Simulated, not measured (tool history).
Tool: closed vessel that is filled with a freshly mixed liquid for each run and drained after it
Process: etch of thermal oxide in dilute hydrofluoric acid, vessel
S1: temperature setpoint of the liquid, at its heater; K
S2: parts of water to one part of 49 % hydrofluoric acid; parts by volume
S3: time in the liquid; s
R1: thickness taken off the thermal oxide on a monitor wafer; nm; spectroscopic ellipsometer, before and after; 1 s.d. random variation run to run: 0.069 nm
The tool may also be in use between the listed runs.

run 1 hour=0 | S1=295.15 S2=55 S3=30 | R1=3.118
run 2 hour=8.8 | S1=297.15 S2=55 S3=30 | R1=3.3952
run 3 hour=13.9 | S1=298.65 S2=50 S3=30 | R1=4.1014
run 4 hour=16.3 | S1=298.65 S2=50 S3=30 | R1=4.0835
run 5 hour=22.6 | S1=298.65 S2=50 S3=30 | R1=4.0302
run 6 hour=30.5 | S1=296.15 S2=50 S3=30 | R1=3.6673
run 7 hour=31.6 | S1=297.65 S2=45 S3=30 | R1=4.2671
run 8 hour=35 | S1=298.65 S2=40 S3=30 | R1=5.1991
run 9 hour=36.9 | S1=299.65 S2=40 S3=30 | R1=5.334
run 10 hour=44.7 | S1=299.65 S2=40 S3=30 | R1=5.2887
run 11 hour=52.2 | S1=303.15 S2=30 S3=30 | R1=8.2475

Forecast run 12:
-- hour=61.3 thermometer replaced
run 12 hour=61.3 | S1=302.65 S2=30 S3=30 | R1=?

{"run 12": {"R1": 7.5064}}
